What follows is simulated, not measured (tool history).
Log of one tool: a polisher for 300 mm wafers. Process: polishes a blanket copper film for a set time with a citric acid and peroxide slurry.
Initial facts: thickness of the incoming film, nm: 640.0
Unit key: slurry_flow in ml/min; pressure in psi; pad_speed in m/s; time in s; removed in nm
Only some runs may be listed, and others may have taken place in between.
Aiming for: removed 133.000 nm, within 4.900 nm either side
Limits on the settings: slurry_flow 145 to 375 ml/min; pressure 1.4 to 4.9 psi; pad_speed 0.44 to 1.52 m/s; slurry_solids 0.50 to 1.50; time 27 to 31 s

run	hour	slurry_flow	pressure	pad_speed	slurry_solids	time	removed
1	0.0	240	3.1	0.98	1.00	31	80.491
2	4.1	240	3.1	1.06	1.00	31	88.145
3	12.7	240	2.3	1.06	1.00	31	65.134
4	14.2	280	2.3	1.06	1.00	31	67.246
5	22.5	285	2.8	1.06	1.00	31	79.580
6	25.4	285	3.2	1.06	1.00	31	92.727
7	33.9	285	3.5	1.06	1.00	31	100.100
8	36.3	285	3.7	1.06	1.00	31	104.450
9	44.4	285	3.9	1.06	1.00	31	110.890
10	50.0	285	4.1	1.06	1.00	31	117.940

Exercise: of the 4 proposed moves below, exactly one satisfies all targets within the stated allowed misses. Which move is it?
A	55.6	290	4.4	1.44	0.80	28	?
B	55.6	255	4.0	0.98	0.95	30	?
C	55.6	285	4.6	1.10	1.05	30	?
D	55.6	185	4.9	0.98	0.85	31	?

move	removed
A	144.960
B	99.165
C	131.010
D	118.730
A: the result that was furthest off in the last run now lies on the other side of its target
B: further off than the last run
C: all results land within tolerance of their targets
D: gains on the last run, yet a result remains outside its allowed miss
The right move is C.

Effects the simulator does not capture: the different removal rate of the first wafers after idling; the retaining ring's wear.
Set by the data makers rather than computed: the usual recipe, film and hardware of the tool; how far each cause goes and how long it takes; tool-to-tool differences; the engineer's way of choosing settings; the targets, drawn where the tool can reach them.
